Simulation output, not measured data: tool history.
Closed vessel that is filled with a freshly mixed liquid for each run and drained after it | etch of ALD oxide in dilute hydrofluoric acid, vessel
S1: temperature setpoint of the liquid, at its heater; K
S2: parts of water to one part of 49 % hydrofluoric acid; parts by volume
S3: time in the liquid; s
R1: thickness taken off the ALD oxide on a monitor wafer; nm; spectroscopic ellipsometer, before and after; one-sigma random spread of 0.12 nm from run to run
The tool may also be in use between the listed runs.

run 1 hour=0 | S1=293.15 S2=95 S3=30 | R1=5.8165
run 2 hour=0.8 | S1=295.15 S2=85 S3=30 | R1=7.316
run 3 hour=8.6 | S1=296.65 S2=80 S3=30 | R1=8.2212
run 4 hour=12 | S1=297.65 S2=75 S3=30 | R1=9.1641
run 5 hour=18.1 | S1=295.65 S2=75 S3=30 | R1=8.4117
run 6 hour=25.9 | S1=295.65 S2=75 S3=30 | R1=8.2938
run 7 hour=33.3 | S1=297.15 S2=70 S3=30 | R1=9.6898
run 8 hour=35.3 | S1=298.15 S2=65 S3=30 | R1=10.906
run 9 hour=36.9 | S1=299.15 S2=65 S3=30 | R1=11.2

Expected results for the next run?
run 10 hour=41.6 | S1=299.65 S2=65 S3=30 | R1=?

{"run 10": {"R1": 11.659}}
